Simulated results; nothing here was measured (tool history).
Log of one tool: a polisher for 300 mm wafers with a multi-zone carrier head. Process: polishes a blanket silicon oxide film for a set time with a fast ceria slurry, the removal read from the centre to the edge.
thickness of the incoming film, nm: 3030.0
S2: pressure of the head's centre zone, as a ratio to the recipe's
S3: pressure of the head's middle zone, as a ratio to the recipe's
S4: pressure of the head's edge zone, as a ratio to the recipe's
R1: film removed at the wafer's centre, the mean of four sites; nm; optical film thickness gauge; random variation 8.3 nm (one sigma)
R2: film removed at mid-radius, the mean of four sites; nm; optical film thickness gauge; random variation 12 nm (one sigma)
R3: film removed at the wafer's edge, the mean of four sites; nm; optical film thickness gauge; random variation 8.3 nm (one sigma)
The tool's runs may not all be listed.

run 1 hour=0 | flow_of_slurry_(ml/min)=140 S2=1 S3=1 S4=1 polishing_time_(s)=71 | R1=1143.9 R2=1164.9 R3=1178.7
run 2 hour=2.4 | flow_of_slurry_(ml/min)=140 S2=1 S3=1 S4=0.94 polishing_time_(s)=71 | R1=1153.7 R2=1159.2 R3=1158
run 3 hour=3.7 | flow_of_slurry_(ml/min)=140 S2=1 S3=1 S4=0.94 polishing_time_(s)=85 | R1=1387.1 R2=1386.9 R3=1369.1
run 4 hour=7.5 | flow_of_slurry_(ml/min)=160 S2=1 S3=1 S4=0.94 polishing_time_(s)=85 | R1=1432.1 R2=1423.8 R3=1379.3
run 5 hour=9.4 | flow_of_slurry_(ml/min)=160 S2=1 S3=1 S4=1.02 polishing_time_(s)=85 | R1=1395 R2=1427.5 R3=1438.7
run 6 hour=17.7 | flow_of_slurry_(ml/min)=150 S2=0.95 S3=0.99 S4=0.97 polishing_time_(s)=81 | R1=1244.8 R2=1322.3 R3=1324.6
run 7 hour=26.2 | flow_of_slurry_(ml/min)=140 S2=0.92 S3=0.98 S4=0.93 polishing_time_(s)=79 | R1=1164.2 R2=1267.1 R3=1257.9
run 8 hour=27.9 | flow_of_slurry_(ml/min)=130 S2=0.9 S3=0.97 S4=0.9 polishing_time_(s)=78 | R1=1124.7 R2=1233 R3=1217.4
run 9 hour=30.7 | flow_of_slurry_(ml/min)=120 S2=0.88 S3=0.96 S4=0.88 polishing_time_(s)=77 | R1=1049.7 R2=1194.2 R3=1160.9

Run 10 comes next. What will it give?
run 10 hour=36.9 | flow_of_slurry_(ml/min)=115 S2=0.88 S3=0.95 S4=0.88 polishing_time_(s)=77 | R1=? R2=? R3=?

R1: 1054.8 nm
R2: 1153.3 nm
R3: 1170.3 nm
